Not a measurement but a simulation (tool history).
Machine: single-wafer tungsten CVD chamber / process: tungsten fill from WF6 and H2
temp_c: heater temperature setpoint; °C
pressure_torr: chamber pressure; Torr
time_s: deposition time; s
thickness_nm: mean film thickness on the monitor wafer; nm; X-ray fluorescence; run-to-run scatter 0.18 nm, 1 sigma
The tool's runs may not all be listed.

run  hour  temp_c  pressure_torr  time_s  thickness_nm
  1     0     380           51.1    11.4         29.11
  2   4.3     380           51.1    11.4        29.129
  3   9.8     380           43.3    11.4        27.428
  4  15.1     380           47.7    11.4         28.32
  5    17     381           47.8    11.4        29.363
  6  17.7     381           44.5    11.4        28.304
  7  26.3     382           44.6    11.4        29.018

The next listed run, before its measurement:
  8  29.6     383           44.7    11.4             ?

thickness_nm: 29.639 nm
